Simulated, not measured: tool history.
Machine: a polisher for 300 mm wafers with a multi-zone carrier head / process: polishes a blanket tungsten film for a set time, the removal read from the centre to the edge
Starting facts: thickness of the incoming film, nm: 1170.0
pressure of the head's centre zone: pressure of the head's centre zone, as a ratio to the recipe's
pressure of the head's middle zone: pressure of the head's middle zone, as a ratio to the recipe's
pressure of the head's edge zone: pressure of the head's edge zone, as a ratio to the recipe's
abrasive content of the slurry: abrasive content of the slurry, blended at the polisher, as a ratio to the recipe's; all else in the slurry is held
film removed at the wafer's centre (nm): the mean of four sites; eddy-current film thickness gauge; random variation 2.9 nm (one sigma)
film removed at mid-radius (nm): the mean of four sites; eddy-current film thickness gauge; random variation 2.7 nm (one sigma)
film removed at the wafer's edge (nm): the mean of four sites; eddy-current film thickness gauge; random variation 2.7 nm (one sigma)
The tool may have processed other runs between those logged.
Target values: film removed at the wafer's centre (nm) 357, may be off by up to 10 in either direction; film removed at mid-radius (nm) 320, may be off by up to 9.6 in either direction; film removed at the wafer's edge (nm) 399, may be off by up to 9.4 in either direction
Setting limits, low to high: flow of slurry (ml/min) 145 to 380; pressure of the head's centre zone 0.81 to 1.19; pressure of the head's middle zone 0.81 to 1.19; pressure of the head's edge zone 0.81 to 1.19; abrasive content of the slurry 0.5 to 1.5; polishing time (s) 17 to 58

| run | hour | flow of slurry (ml/min) | pressure of the head's centre zone | pressure of the head's middle zone | pressure of the head's edge zone | abrasive content of the slurry | polishing time (s) | film removed at the wafer's centre (nm) | film removed at mid-radius (nm) | film removed at the wafer's edge (nm) |
|---|---|---|---|---|---|---|---|---|---|---|
| 1 | 0 | 245 | 1 | 1 | 1 | 1 | 37 | 232.42 | 229.95 | 236.99 |
| 2 | 6 | 245 | 1 | 0.99 | 1.02 | 1.05 | 38 | 239.12 | 239.5 | 245.44 |
| 3 | 9.7 | 245 | 1 | 0.99 | 1.02 | 1.05 | 43 | 273.58 | 271.27 | 281.95 |
| 4 | 14 | 245 | 1 | 0.99 | 1.02 | 0.85 | 43 | 257.79 | 254.1 | 262.34 |
| 5 | 15.8 | 245 | 1 | 0.94 | 1.02 | 0.85 | 43 | 256.79 | 245.78 | 262.99 |
| 6 | 20.9 | 245 | 1 | 0.93 | 1.04 | 0.9 | 44 | 265.72 | 251.4 | 280.21 |
| 7 | 26.1 | 290 | 1.09 | 0.98 | 1.14 | 1.15 | 47 | 338.56 | 309.45 | 339.93 |
| 8 | 30.8 | 290 | 1.09 | 0.98 | 1.14 | 1.15 | 47 | 342.48 | 305.81 | 339.62 |
| 9 | 31.6 | 290 | 1.09 | 0.98 | 1.14 | 1.15 | 47 | 339.91 | 308.08 | 336.82 |
| 10 | 32.8 | 290 | 1.08 | 0.97 | 1.15 | 1.2 | 47 | 345.26 | 312.96 | 342.14 |
| 11 | 40.7 | 275 | 1.07 | 0.95 | 1.15 | 1.2 | 48 | 345.14 | 308.32 | 346.65 |

Next run, 5 choices. One meets every target within its allowed miss, the rest don't. Which?
| A | 48.6 | 270 | 0.99 | 0.87 | 1.19 | 1.2 | 54 | ? | ? | ? |
| B | 48.6 | 250 | 0.99 | 0.93 | 1.19 | 1.15 | 55 | ? | ? | ? |
| C | 48.6 | 270 | 1.07 | 0.86 | 1.19 | 0.95 | 54 | ? | ? | ? |
| D | 48.6 | 225 | 0.94 | 0.9 | 1.19 | 1.4 | 56 | ? | ? | ? |
| E | 48.6 | 230 | 0.95 | 0.87 | 1.19 | 1.2 | 55 | ? | ? | ? |

| move | film removed at the wafer's centre (nm) | film removed at mid-radius (nm) | film removed at the wafer's edge (nm) |
|---|---|---|---|
| A | 356.81 | 325.56 | 397.05 |
| B | 355.73 | 343.23 | 396.56 |
| C | 360.4 | 301.08 | 370.92 |
| D | 358.55 | 355.37 | 423.34 |
| E | 341.51 | 325.58 | 398.78 |
A: every result lands within tolerance
B: gets the furthest-off result to its target, but another result is out of tolerance
C: better than the last run, though not everything is in spec
D: carries the result that was furthest off beyond its target, to the other side
E: gets the furthest-off result to its target, but another result is out of tolerance
A meets every target.
